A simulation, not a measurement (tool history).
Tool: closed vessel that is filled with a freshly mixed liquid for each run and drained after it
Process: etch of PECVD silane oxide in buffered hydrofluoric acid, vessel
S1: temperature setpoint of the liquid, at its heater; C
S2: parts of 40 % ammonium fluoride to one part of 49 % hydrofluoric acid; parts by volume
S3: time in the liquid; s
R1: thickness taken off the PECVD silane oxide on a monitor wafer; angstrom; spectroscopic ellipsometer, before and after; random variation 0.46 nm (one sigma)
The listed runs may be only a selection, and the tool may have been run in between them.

run	hour	S1	S2	S3	R1
1	0.0	20.0	23.0	105	915.15
2	1.1	20.0	23.0	110	970.28
3	5.6	19.5	25.0	110	878.41
4	13.3	19.5	20.0	110	1042.80
# hour 17.8: thermometer replaced
5	17.8	19.5	24.0	110	788.34
6	25.3	19.0	24.0	110	774.68
7	33.3	18.5	24.0	110	747.83
8	36.4	18.0	24.0	110	741.49
9	40.8	18.0	24.5	110	720.96

Estimate the outcome of run 10 from the log above:
10	46.9	17.5	25.0	110	?

Run 10 measured R1 699.43 angstrom.
